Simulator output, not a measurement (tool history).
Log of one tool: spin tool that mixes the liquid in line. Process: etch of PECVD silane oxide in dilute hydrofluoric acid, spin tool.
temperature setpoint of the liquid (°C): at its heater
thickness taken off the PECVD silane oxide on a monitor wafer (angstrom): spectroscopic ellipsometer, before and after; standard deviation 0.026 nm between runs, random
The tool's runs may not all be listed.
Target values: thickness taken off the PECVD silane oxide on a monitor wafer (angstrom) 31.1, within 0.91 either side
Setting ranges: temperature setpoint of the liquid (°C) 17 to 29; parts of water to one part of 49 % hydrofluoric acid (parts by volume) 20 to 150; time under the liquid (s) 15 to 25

run    day  temperature setpoint of the liquid (°C)  parts of water to one part of 49 % hydrofluoric acid (parts by volume)  time under the liquid (s)  thickness taken off the PECVD silane oxide on a monitor wafer (angstrom)
  1      0                                       21                                                                      85                         25                                                                    60.517
  2  0.188                                       21                                                                     100                         25                                                                    49.976
  3  0.308                                     23.5                                                                     100                         25                                                                    55.806
  4   0.35                                     23.5                                                                      85                         25                                                                    67.321
  5  0.488                                       21                                                                      85                         25                                                                    59.999
  6  0.721                                     24.5                                                                      85                         25                                                                    69.473
  7  1.054                                     22.5                                                                      95                         25                                                                    56.472
  8  1.138                                     18.5                                                                     125                         25                                                                      35.5

Pick the move, out of 4, that brings all results within their allowed miss; only one does.
  A  1.221                                       17                                                                     115                         20                                                                         ?
  B  1.221                                     20.5                                                                      95                         15                                                                         ?
  C  1.221                                       17                                                                      90                         15                                                                         ?
  D  1.221                                       19                                                                     105                         25                                                                         ?

move  thickness taken off the PECVD silane oxide on a monitor wafer (angstrom)
   A                                                                    29.561
   B                                                                    31.699
   C                                                                    29.072
   D                                                                    44.442
A: moves the result that the last run missed by most past its target, out the other side
B: every result lands within tolerance
C: moves the result that the last run missed by most past its target, out the other side
D: moves away from the targets compared with the last run
B is the move that brings every result within its allowed miss.
